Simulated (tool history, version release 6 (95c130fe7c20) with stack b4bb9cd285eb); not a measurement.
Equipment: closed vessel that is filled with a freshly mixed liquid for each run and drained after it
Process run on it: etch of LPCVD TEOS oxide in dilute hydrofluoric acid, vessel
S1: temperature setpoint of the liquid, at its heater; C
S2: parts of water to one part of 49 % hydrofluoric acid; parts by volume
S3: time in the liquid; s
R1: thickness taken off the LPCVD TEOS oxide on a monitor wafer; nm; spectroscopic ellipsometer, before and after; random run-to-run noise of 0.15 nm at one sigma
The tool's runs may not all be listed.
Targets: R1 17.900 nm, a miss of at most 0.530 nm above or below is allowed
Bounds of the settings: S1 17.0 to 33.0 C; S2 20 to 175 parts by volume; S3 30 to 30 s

Run 1, day 0.000: S1 25.0 C, S2 95 parts by volume, S3 30 s. Result: R1 14.950 nm.
Run 2, day 0.029: S1 26.5 C, S2 95 parts by volume, S3 30 s. Result: R1 15.555 nm.
Run 3, day 0.342: S1 27.5 C, S2 95 parts by volume, S3 30 s. Result: R1 16.127 nm.
Run 4, day 0.692: S1 27.5 C, S2 95 parts by volume, S3 30 s. Result: R1 16.174 nm.
Run 5, day 1.058: S1 28.5 C, S2 95 parts by volume, S3 30 s. Result: R1 16.905 nm.
Run 6, day 1.392: S1 28.5 C, S2 115 parts by volume, S3 30 s. Result: R1 13.487 nm.
Run 7, day 1.642: S1 30.0 C, S2 110 parts by volume, S3 30 s. Result: R1 15.267 nm.
Run 8, day 1.721: S1 31.0 C, S2 110 parts by volume, S3 30 s. Result: R1 15.695 nm.
Run 9, day 1.875: S1 31.5 C, S2 110 parts by volume, S3 30 s. Result: R1 15.861 nm.
Run 10, day 2.229: S1 32.0 C, S2 110 parts by volume, S3 30 s. Result: R1 15.972 nm.
Run 11, day 2.442: S1 33.0 C, S2 100 parts by volume, S3 30 s. Result: R1 18.760 nm.

Consider the 4 candidate settings below. Which is the only one whose results all fall within their allowed miss of target?
Run A, day 2.654: S1 33.0 C, S2 105 parts by volume, S3 30 s. Result: R1 ?.
Run B, day 2.654: S1 27.0 C, S2 80 parts by volume, S3 30 s. Result: R1 ?.
Run C, day 2.654: S1 32.0 C, S2 95 parts by volume, S3 30 s. Result: R1 ?.
Run D, day 2.654: S1 32.0 C, S2 105 parts by volume, S3 30 s. Result: R1 ?.

move      R1
   A  17.647
   B  19.142
   C  19.087
   D  17.015
A: meets every target
B: lands further from the targets than the last run did
C: lands further from the targets than the last run did
D: carries the result that was furthest off beyond its target, to the other side
A is the move that brings every result within its allowed miss.
